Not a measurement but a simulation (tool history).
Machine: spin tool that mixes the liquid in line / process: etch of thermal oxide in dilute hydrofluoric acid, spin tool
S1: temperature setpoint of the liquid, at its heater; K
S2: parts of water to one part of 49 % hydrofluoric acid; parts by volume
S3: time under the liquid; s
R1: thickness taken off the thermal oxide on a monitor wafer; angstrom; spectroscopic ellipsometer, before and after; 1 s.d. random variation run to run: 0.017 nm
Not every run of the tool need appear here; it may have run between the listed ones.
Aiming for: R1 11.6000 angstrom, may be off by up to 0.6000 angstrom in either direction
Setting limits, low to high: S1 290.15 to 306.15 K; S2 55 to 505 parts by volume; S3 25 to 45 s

run  hour      S1   S2  S3       R1
  1   0.0  298.15  280  45   6.6333
  2   8.4  298.15  315  45   5.5859
  3  12.1  300.15  275  45   7.3101
  4  19.4  301.65  255  45   8.6686
  5  20.3  301.65  255  45   8.1656
  6  28.8  302.65  235  45   9.5595
  7  37.0  303.65  225  45  10.2020
  8  40.1  304.15  220  45  10.8930

Consider the 4 candidate settings below. Which is the only one whose results all fall within their allowed miss of target?
  A  43.2  305.15  200  45   ?
  B  43.2  306.15  225  45   ?
  C  43.2  306.15  245  45   ?
  D  43.2  303.65  235  45   ?

move       R1
   A  12.8450
   B  11.4340
   C  10.2410
   D   9.9550
A: moves the result that the last run missed by most past its target, out the other side
B: every result within its allowed miss
C: further off than the last run
D: further off than the last run
Go with B: it meets all targets.

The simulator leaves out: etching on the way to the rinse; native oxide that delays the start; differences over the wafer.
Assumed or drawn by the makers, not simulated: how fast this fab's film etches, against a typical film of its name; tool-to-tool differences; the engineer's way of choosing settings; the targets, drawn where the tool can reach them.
